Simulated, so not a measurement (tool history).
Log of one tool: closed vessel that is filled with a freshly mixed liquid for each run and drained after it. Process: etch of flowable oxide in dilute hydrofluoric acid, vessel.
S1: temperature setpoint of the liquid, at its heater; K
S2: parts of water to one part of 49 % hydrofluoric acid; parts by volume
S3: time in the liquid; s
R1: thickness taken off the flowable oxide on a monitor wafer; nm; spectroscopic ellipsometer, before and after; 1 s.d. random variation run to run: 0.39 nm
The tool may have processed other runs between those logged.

run	day	S1	S2	S3	R1
1	0	298.15	85	30	17.027
2	0.221	300.65	70	30	23.206
3	0.321	302.15	60	30	29.725
4	0.342	300.65	60	30	27.465
5	0.412	303.15	60	30	30.978
6	0.562	304.15	55	30	34.782
7	0.596	306.15	40	30	52.635

The next listed run, before its measurement:
8	0.621	305.15	40	30	?

For run 8 the tool returned R1 51.344 nm.
